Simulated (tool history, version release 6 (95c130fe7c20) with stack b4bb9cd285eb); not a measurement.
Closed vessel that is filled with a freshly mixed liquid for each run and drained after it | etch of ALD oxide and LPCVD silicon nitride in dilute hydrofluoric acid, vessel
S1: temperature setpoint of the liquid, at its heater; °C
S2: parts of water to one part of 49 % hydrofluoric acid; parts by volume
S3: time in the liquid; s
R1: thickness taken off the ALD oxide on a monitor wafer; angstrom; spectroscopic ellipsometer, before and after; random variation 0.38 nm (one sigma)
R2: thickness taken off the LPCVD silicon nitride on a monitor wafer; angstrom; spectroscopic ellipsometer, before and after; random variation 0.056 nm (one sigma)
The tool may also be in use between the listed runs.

run  hour    S1  S2  S3      R1       R2
  1   0.0  21.0  45  60  292.09   6.2550
  2   6.8  22.5  40  60  353.85   7.6679
  3   8.9  25.5  40  60  399.85   9.6118
  4  13.4  25.5  35  60  456.09   9.7133
  5  15.7  25.5  30  60  541.44  11.1550
  6  20.7  25.5  30  75  672.68  14.5620
  7  28.0  23.0  30  75  605.07  12.5690

The next listed run, before its measurement:
  8  36.2  19.0  30  75   ?   ?

{"run 8": {"R1": 509.56, "R2": 9.7512}}
